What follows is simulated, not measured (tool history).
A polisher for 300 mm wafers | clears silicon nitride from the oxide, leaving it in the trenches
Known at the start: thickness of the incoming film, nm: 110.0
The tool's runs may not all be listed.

run,hour,flow of slurry (ml/min),pressure of the wafer on the pad (psi),speed of the pad under the wafer (cm/s),overpolish time after the end point (s),time until the end point was called (s)
1,0,195,2.8,88,18,124.77
2,7.7,195,2.3,88,18,144.23
3,14.1,220,2.3,88,18,131.84
4,21.5,240,2.5,90,18,124.37
5,23.3,240,2.8,92,18,107.98
6,24.5,240,2.8,72,18,139.91
7,33,240,2.8,72,18,142.89

Forecast run 8:
8,40.3,245,3.2,74,18,?

time until the end point was called (s): 126.32
